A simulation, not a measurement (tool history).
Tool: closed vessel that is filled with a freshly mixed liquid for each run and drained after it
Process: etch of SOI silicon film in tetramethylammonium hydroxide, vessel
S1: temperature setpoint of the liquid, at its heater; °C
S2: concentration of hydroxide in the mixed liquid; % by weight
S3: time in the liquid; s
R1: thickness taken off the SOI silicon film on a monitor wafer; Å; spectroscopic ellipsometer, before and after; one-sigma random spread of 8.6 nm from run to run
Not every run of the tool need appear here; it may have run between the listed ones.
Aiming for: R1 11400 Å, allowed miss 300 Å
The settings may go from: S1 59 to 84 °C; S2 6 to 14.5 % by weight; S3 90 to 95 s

run    day    S1    S2  S3      R1
  1      0    72   9.5  90  7877.3
  2  0.138    72   9.5  90  7856.5
  3  0.221    72  11.5  90  7287.6
  4  0.262    74  11.5  90  8124.8
  5  0.412    74  11.5  95  8642.9
  6  0.696    74    10  95  9165.2
  7  1.004    75    10  95  9560.3
  8  1.288    76    10  95   10165
  9  1.404  76.5    10  95   10332

Next run, 4 choices. One meets every target within its allowed miss, the rest don't. Which?
  A  1.521    79  10.5  95   ?
  B  1.521    75    10  90   ?
  C  1.521  78.5    11  95   ?
  D  1.521    74   9.5  90   ?

move      R1
   A   11905
   B  9146.1
   C   11391
   D  8819.7
A: takes the result that was furthest off past its target
B: its largest miss is bigger than the last run's
C: in spec on every target
D: its largest miss is bigger than the last run's
C is the move that brings every result within its allowed miss.

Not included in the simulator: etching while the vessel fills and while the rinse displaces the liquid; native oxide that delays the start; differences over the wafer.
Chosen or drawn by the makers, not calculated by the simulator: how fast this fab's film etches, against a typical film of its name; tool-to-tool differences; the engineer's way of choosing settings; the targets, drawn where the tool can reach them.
